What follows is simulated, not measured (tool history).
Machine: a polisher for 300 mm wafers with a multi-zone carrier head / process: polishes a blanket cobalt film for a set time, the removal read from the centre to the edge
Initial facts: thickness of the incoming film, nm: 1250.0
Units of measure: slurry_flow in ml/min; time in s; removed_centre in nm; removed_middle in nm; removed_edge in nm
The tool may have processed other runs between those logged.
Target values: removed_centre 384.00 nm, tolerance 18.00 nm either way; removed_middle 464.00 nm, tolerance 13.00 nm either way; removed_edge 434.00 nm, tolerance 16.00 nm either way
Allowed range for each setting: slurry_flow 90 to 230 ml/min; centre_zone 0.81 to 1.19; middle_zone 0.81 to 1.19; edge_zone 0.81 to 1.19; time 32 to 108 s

run    day  slurry_flow  centre_zone  middle_zone  edge_zone  time  removed_centre  removed_middle  removed_edge
  1  0.000          150         1.00         1.00       1.00    70          321.73          334.41        325.57
  2  0.367          155         0.99         1.02       1.02    72          323.10          352.84        338.24
  3  0.575          155         0.93         1.02       1.02    72          317.57          351.00        333.68
  4  0.812          155         0.93         1.02       0.97    72          312.44          352.99        327.17
  5  0.929          120         0.93         1.02       0.97    72          293.83          333.06        317.86
  6  1.296          120         0.97         1.02       0.97    72          313.15          336.34        317.83
  7  1.592          130         0.97         1.03       1.00    74          312.02          350.09        329.79
  8  1.871          140         0.97         1.03       1.02    76          334.44          364.94        347.06
  9  2.121          180         0.87         1.13       1.12    84          354.53          463.09        421.93
 10  2.362          180         0.88         1.13       1.12    84          357.00          465.20        420.72
 11  2.704          180         0.89         1.12       1.12    84          357.77          458.13        421.29
 12  3.017          180         0.90         1.12       1.12    84          354.45          448.98        410.23

5 candidate next runs follow, results not yet known. Just one meets every target within its allowed miss. Identify it.
  A  3.329          215         0.90         1.08       1.10    86               ?               ?             ?
  B  3.329          160         0.84         1.19       1.19    77               ?               ?             ?
  C  3.329          225         0.96         1.13       1.06    76               ?               ?             ?
  D  3.329          165         0.88         1.05       1.14    85               ?               ?             ?
  E  3.329          165         0.85         0.94       1.11    91               ?               ?             ?

move  removed_centre  removed_middle  removed_edge
   A          390.02          466.38        432.61
   B          309.23          433.01        387.74
   C          370.47          430.96        377.30
   D          359.66          431.67        421.80
   E          371.52          421.04        446.59
A: all results land within tolerance of their targets
B: lands further from the targets than the last run did
C: the worst result of the last run now meets its target, but another is out of spec
D: lands further from the targets than the last run did
E: the worst result of the last run now meets its target, but another is out of spec
A meets every target.

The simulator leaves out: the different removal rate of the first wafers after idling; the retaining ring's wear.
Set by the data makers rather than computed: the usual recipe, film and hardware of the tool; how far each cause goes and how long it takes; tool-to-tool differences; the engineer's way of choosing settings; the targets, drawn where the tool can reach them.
